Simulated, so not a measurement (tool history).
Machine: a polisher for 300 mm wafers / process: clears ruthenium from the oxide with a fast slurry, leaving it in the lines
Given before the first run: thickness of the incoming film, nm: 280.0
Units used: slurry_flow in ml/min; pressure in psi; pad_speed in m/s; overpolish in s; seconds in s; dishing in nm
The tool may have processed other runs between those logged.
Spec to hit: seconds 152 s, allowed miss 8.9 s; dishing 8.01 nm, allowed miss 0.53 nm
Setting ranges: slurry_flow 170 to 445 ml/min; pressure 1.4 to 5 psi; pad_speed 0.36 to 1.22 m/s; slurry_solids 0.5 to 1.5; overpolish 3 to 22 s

| run | hour | slurry_flow | pressure | pad_speed | slurry_solids | overpolish | seconds | dishing |
|---|---|---|---|---|---|---|---|---|
| 1 | 0 | 285 | 3.2 | 0.78 | 1 | 11 | 61.678 | 36.946 |
| 2 | 5.6 | 285 | 3.2 | 0.78 | 1 | 6 | 64.678 | 21.212 |
| 3 | 10.9 | 285 | 3.2 | 0.78 | 0.9 | 6 | 66.666 | 20.205 |
| 4 | 17.8 | 280 | 2.8 | 0.7 | 0.85 | 5 | 83.086 | 14.151 |
| 5 | 19.9 | 280 | 2.8 | 0.82 | 0.85 | 5 | 75.522 | 16.038 |
| 6 | 23.8 | 280 | 2.1 | 0.82 | 0.85 | 5 | 100.6 | 12.204 |
| 7 | 29.3 | 280 | 1.4 | 0.7 | 0.85 | 4 | 158.8 | 6.1237 |
| 8 | 37.3 | 280 | 1.4 | 0.7 | 0.85 | 5 | 158.51 | 7.2864 |

Which single option among these 4 for the next run brings every result within its allowed miss of target? Just one does.
| A | 45.3 | 255 | 1.7 | 0.7 | 0.95 | 5 | ? | ? |
| B | 45.3 | 290 | 1.7 | 0.58 | 0.8 | 5 | ? | ? |
| C | 45.3 | 265 | 1.4 | 0.54 | 1 | 5 | ? | ? |
| D | 45.3 | 205 | 1.6 | 0.78 | 0.85 | 4 | ? | ? |

| move | seconds | dishing |
|---|---|---|
| A | 131.72 | 9.1764 |
| B | 153.85 | 7.8918 |
| C | 177.15 | 6.8775 |
| D | 142.7 | 6.8314 |
A: moves the result that the last run missed by most past its target, out the other side
B: every result lands within tolerance
C: moves away from the targets compared with the last run
D: moves away from the targets compared with the last run
B meets every target.
